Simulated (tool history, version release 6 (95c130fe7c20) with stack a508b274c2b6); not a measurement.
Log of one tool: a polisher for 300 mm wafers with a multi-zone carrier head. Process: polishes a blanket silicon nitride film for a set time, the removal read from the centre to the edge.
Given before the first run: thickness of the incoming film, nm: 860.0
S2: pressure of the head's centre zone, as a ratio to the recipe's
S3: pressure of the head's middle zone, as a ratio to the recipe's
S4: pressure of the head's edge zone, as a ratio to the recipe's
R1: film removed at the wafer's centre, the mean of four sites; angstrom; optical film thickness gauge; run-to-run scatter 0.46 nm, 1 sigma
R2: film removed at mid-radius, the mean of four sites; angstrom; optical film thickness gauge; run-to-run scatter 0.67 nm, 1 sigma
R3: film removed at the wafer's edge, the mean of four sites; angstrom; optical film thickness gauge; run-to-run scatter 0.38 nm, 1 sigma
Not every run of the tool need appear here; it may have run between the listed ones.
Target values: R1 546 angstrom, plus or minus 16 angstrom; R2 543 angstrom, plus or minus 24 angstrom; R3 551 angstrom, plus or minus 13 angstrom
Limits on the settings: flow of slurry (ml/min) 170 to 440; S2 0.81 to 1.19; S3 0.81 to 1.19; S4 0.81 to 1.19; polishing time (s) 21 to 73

Run 1, hour 0: flow of slurry (ml/min) 280, S2 1, S3 1, S4 1, polishing time (s) 47. Result: R1 786.73 angstrom, R2 788.1 angstrom, R3 805.65 angstrom.
Run 2, hour 2.5: flow of slurry (ml/min) 280, S2 1, S3 1, S4 1, polishing time (s) 38. Result: R1 623.34 angstrom, R2 649.56 angstrom, R3 646.43 angstrom.
Run 3, hour 5.7: flow of slurry (ml/min) 280, S2 1, S3 1, S4 1, polishing time (s) 45. Result: R1 741.9 angstrom, R2 739.96 angstrom, R3 770.47 angstrom.
Run 4, hour 8.2: flow of slurry (ml/min) 275, S2 0.99, S3 0.98, S4 0.97, polishing time (s) 42. Result: R1 684.42 angstrom, R2 704.51 angstrom, R3 694.15 angstrom.
Run 5, hour 11.4: flow of slurry (ml/min) 275, S2 0.99, S3 0.98, S4 0.97, polishing time (s) 32. Result: R1 515.91 angstrom, R2 525.88 angstrom, R3 531.55 angstrom.
Run 6, hour 19.6: flow of slurry (ml/min) 275, S2 0.99, S3 0.98, S4 0.97, polishing time (s) 23. Result: R1 380.69 angstrom, R2 383.75 angstrom, R3 381.54 angstrom.
Run 7, hour 27.1: flow of slurry (ml/min) 310, S2 1.09, S3 1.08, S4 1.07, polishing time (s) 33. Result: R1 603.95 angstrom, R2 601.24 angstrom, R3 585.93 angstrom.
Run 8, hour 30.3: flow of slurry (ml/min) 295, S2 1.08, S3 1.06, S4 1.06, polishing time (s) 33. Result: R1 601.29 angstrom, R2 598.17 angstrom, R3 574.71 angstrom.
Run 9, hour 33.8: flow of slurry (ml/min) 290, S2 1.06, S3 1.04, S4 1.05, polishing time (s) 33. Result: R1 574.54 angstrom, R2 572.19 angstrom, R3 574.04 angstrom.
Run 10, hour 39.8: flow of slurry (ml/min) 280, S2 1.06, S3 1.03, S4 1.04, polishing time (s) 33. Result: R1 580.19 angstrom, R2 577.9 angstrom, R3 570.61 angstrom.
Run 11, hour 41.1: flow of slurry (ml/min) 280, S2 1.05, S3 1.02, S4 1.03, polishing time (s) 33. Result: R1 573.58 angstrom, R2 557.63 angstrom, R3 558.5 angstrom.
Run 12, hour 42.7: flow of slurry (ml/min) 275, S2 1.04, S3 1.02, S4 1.03, polishing time (s) 33. Result: R1 559.19 angstrom, R2 557.54 angstrom, R3 568.87 angstrom.
Run 13, hour 44.1: flow of slurry (ml/min) 275, S2 1.04, S3 1.02, S4 1.02, polishing time (s) 33. Result: R1 573.57 angstrom, R2 577.26 angstrom, R3 560.96 angstrom.
Run 14, hour 48.4: flow of slurry (ml/min) 285, S2 1.04, S3 1.02, S4 1.02, polishing time (s) 33. Result: R1 567.18 angstrom, R2 576.91 angstrom, R3 559.82 angstrom.
Run 15, hour 54.1: flow of slurry (ml/min) 280, S2 1.04, S3 1.01, S4 1.02, polishing time (s) 33. Result: R1 566.47 angstrom, R2 557.91 angstrom, R3 561.21 angstrom.
Run 16, hour 56.6: flow of slurry (ml/min) 280, S2 1.03, S3 1.01, S4 1.02, polishing time (s) 33. Result: R1 569.24 angstrom, R2 560.45 angstrom, R3 572.74 angstrom.

Of the 5 settings listed for the next run, only one would bring every result within its allowed miss of target. Which one?
Run A, hour 59.1: flow of slurry (ml/min) 245, S2 0.95, S3 1.03, S4 1.05, polishing time (s) 34. Result: R1 ?, R2 ?, R3 ?.
Run B, hour 59.1: flow of slurry (ml/min) 290, S2 1.1, S3 0.94, S4 1.02, polishing time (s) 32. Result: R1 ?, R2 ?, R3 ?.
Run C, hour 59.1: flow of slurry (ml/min) 330, S2 0.91, S3 1.03, S4 1, polishing time (s) 34. Result: R1 ?, R2 ?, R3 ?.
Run D, hour 59.1: flow of slurry (ml/min) 225, S2 0.99, S3 1.03, S4 0.95, polishing time (s) 36. Result: R1 ?, R2 ?, R3 ?.
Run E, hour 59.1: flow of slurry (ml/min) 185, S2 1.02, S3 0.99, S4 0.93, polishing time (s) 35. Result: R1 ?, R2 ?, R3 ?.

move      R1      R2      R3
   A  519.68  583.83  589.24
   B  579.55  518.87  555.89
   C  516.42  603.92  590.16
   D  566.01  610.77  589.17
   E  546.54  555.63  553.87
A: further off than the last run
B: the worst result of the last run now meets its target, but another is out of spec
C: further off than the last run
D: further off than the last run
E: all results in spec
Move E is the one to make.

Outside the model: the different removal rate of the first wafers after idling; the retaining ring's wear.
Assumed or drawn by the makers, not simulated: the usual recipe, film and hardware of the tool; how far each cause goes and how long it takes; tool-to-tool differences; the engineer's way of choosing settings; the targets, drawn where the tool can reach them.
